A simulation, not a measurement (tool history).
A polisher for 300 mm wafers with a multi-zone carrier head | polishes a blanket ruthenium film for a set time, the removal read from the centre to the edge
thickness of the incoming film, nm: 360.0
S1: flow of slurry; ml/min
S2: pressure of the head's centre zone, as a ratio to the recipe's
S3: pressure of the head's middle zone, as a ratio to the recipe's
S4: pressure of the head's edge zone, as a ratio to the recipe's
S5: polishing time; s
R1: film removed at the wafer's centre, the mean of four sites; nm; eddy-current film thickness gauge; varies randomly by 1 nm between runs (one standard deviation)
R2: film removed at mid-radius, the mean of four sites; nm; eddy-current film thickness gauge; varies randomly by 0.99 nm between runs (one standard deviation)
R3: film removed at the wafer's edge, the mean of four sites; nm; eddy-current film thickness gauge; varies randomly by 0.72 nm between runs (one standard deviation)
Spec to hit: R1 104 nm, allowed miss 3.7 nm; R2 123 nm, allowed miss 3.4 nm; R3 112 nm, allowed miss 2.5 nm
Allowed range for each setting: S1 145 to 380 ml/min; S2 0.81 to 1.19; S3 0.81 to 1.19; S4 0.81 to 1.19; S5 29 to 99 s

run    day   S1    S2    S3    S4  S5      R1      R2      R3
  1      0  245     1     1     1  64  80.501  80.339  80.255
  2  0.129  245     1     1     1  48  59.675  59.882  59.341
  3  0.258  250     1  1.02  1.02  51   62.72  65.248  63.706
  4  0.358  255  1.01  1.03  1.04  54  68.524  69.843  68.003
  5   0.65  255  1.09  1.03  1.04  54    74.2  69.551  69.361
  6  0.729  260  1.08  1.05  1.06  57  78.388  74.857  73.514
  7  0.829  260  1.06  1.06  1.07  60  79.354  78.601  76.572
  8  0.892  260  1.05  1.07  1.08  63  83.864  83.585  81.708
  9  0.929  265  1.04  1.08  1.09  65  85.531  87.158  84.045
 10  0.954  265  1.04  1.08  1.09  65   85.03  88.081  85.286
 11    1.2  270  1.04  1.09   1.1  66  85.878  89.524  87.434
 12  1.258  275  1.04   1.1   1.1  67  88.132  90.881  87.895
 13  1.492  270  1.03  1.11   1.1  69  90.434  93.521  90.632
     1.767  -- worn pad replaced by a new one
 14  1.767  280  1.02  1.12   1.1  71  101.26  107.01  104.88
 15  1.929  280  1.01  1.13   1.1  71  102.63  109.41  103.44
 16  2.258  325  0.93  1.19  1.19  74    99.7  121.11  112.79
 17  2.354  325  0.93  1.19  1.18  74  97.651  119.98  112.47
 18  2.708  325  0.93  1.19  1.18  74  99.759  120.04  111.74
 19  2.912  330  0.93  1.19  1.17  74  98.614  120.88  111.98

Consider the 5 candidate settings below. Which is the only one whose results all fall within their allowed miss of target?
  A  3.117  360  0.97  1.19  1.14  74   ?   ?   ?
  B  3.117  360  0.89  1.18  1.16  74   ?   ?   ?
  C  3.117  375  0.88  1.15  1.12  75   ?   ?   ?
  D  3.117  355  0.89  1.16  1.18  74   ?   ?   ?
  E  3.117  345  0.89  1.18  1.15  72   ?   ?   ?

move      R1      R2      R3
   A  103.34  122.28   111.9
   B  94.744  121.51  112.92
   C   95.27   121.1  112.73
   D  94.608  119.74  113.86
   E  91.812   117.8  109.07
A: each result inside its tolerance
B: further off than the last run
C: further off than the last run
D: further off than the last run
E: further off than the last run
Move A is the one to make.
